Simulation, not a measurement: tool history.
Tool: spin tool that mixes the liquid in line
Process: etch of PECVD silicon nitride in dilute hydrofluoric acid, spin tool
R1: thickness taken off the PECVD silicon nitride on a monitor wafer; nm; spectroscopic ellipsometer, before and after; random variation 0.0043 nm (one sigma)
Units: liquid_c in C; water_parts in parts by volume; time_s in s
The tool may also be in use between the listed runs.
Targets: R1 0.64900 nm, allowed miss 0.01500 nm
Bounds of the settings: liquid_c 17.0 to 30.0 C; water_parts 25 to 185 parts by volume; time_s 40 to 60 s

{"run": 1, "hour": 0.0, "liquid_c": 22.0, "water_parts": 105, "time_s": 60, "R1": 0.99912}
{"run": 2, "hour": 4.6, "liquid_c": 22.0, "water_parts": 105, "time_s": 40, "R1": 0.66954}
{"run": 3, "hour": 12.5, "liquid_c": 23.5, "water_parts": 105, "time_s": 40, "R1": 0.74157}
{"run": 4, "hour": 20.4, "liquid_c": 22.5, "water_parts": 105, "time_s": 40, "R1": 0.68181}
{"run": 5, "hour": 26.3, "liquid_c": 22.5, "water_parts": 105, "time_s": 60, "R1": 1.0268}
{"run": 6, "hour": 27.3, "liquid_c": 22.5, "water_parts": 105, "time_s": 60, "R1": 1.0328}
{"run": 7, "hour": 36.3, "liquid_c": 21.0, "water_parts": 110, "time_s": 60, "R1": 0.90287}
{"run": 8, "hour": 40.4, "liquid_c": 17.0, "water_parts": 120, "time_s": 60, "R1": 0.62223}

4 next moves are on the table. One of them brings every result within its allowed miss. Which?
{"run": "A", "hour": 44.5, "liquid_c": 17.5, "water_parts": 120, "time_s": 60, "R1": "?"}
{"run": "B", "hour": 44.5, "liquid_c": 19.5, "water_parts": 140, "time_s": 55, "R1": "?"}
{"run": "C", "hour": 44.5, "liquid_c": 18.0, "water_parts": 115, "time_s": 60, "R1": "?"}
{"run": "D", "hour": 44.5, "liquid_c": 19.0, "water_parts": 125, "time_s": 60, "R1": "?"}

move=A R1=0.64372
move=B R1=0.58198
move=C R1=0.69415
move=D R1=0.68531
A: meets every target
B: further off than the last run
C: takes the result that was furthest off past its target
D: takes the result that was furthest off past its target
Move A is the one to make.
